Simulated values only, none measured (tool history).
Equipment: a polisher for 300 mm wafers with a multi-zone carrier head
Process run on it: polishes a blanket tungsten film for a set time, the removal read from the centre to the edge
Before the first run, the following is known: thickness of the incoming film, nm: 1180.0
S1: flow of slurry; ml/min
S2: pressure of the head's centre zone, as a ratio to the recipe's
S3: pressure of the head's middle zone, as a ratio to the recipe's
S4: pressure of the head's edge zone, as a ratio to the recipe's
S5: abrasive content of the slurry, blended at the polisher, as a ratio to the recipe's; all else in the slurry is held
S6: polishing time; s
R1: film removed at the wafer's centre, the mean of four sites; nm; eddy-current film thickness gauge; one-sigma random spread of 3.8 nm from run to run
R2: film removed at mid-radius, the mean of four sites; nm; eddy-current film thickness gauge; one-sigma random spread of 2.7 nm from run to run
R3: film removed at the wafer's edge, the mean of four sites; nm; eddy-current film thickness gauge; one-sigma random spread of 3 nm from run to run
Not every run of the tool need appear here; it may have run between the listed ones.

| run | hour | S1 | S2 | S3 | S4 | S5 | S6 | R1 | R2 | R3 |
|---|---|---|---|---|---|---|---|---|---|---|
| 1 | 0.0 | 215 | 1.00 | 1.00 | 1.00 | 1.00 | 84 | 233.83 | 233.64 | 227.81 |
| 2 | 7.3 | 225 | 1.04 | 1.01 | 1.03 | 1.10 | 87 | 255.71 | 249.18 | 238.37 |
| 3 | 9.5 | 225 | 1.06 | 0.99 | 1.05 | 1.20 | 92 | 278.12 | 265.28 | 260.68 |
| 4 | 14.3 | 230 | 1.09 | 0.98 | 1.07 | 1.25 | 95 | 295.91 | 270.37 | 278.48 |
| 5 | 18.8 | 240 | 1.11 | 0.99 | 1.08 | 1.30 | 97 | 314.99 | 288.51 | 294.07 |
| 6 | 19.5 | 240 | 1.19 | 0.99 | 1.08 | 1.30 | 97 | 337.98 | 284.41 | 287.65 |
| 7 | 20.7 | 250 | 1.19 | 0.99 | 1.09 | 1.35 | 98 | 348.80 | 292.24 | 296.15 |
| 8 | 26.1 | 260 | 1.19 | 1.00 | 1.11 | 1.40 | 98 | 348.05 | 301.27 | 301.07 |
| 9 | 34.9 | 265 | 1.19 | 0.99 | 1.11 | 1.40 | 99 | 351.91 | 299.16 | 304.56 |

The next listed run, before its measurement:
| 10 | 43.8 | 265 | 1.19 | 0.99 | 1.11 | 1.40 | 99 | ? | ? | ? |

Run 10 measured R1 356.06 nm, R2 292.52 nm, R3 306.21 nm.

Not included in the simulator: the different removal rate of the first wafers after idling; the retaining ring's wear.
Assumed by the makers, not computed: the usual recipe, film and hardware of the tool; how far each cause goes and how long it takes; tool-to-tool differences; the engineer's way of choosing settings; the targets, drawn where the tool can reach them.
